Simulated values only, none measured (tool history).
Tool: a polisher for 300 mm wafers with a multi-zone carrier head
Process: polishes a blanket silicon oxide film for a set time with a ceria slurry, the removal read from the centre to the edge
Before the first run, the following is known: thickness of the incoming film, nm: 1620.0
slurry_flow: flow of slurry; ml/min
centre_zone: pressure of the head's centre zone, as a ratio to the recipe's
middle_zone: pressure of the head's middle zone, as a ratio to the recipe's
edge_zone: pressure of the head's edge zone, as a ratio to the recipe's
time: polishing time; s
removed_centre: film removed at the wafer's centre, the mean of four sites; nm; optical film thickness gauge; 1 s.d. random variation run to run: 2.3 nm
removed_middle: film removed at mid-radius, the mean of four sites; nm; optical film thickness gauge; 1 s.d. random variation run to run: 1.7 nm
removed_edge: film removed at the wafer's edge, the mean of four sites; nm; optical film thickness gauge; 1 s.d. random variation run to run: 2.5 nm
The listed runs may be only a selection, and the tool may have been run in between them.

run	hour	slurry_flow	centre_zone	middle_zone	edge_zone	time	removed_centre	removed_middle	removed_edge
1	0	270	1	1	1	74	322.22	324.61	330.96
2	7.7	270	0.95	1	1	74	315.79	323.91	337.38
3	13	270	0.95	1	0.95	74	313.15	322.49	324.62
4	20.1	335	0.95	1	0.95	74	325.09	328.06	328.67
5	24.3	310	0.93	0.95	0.91	73	313.27	314.75	323.82
6	32.6	310	0.93	0.95	0.91	67	283.85	289.94	293.15
7	37.2	305	0.94	0.92	0.91	67	287.15	281.23	289.89

Run 8, settings as shown, results not yet in. Your forecast:
8	43.9	300	0.94	0.91	0.92	67	?	?	?

{"run 8": {"removed_centre": 283.26, "removed_middle": 281.21, "removed_edge": 288.87}}
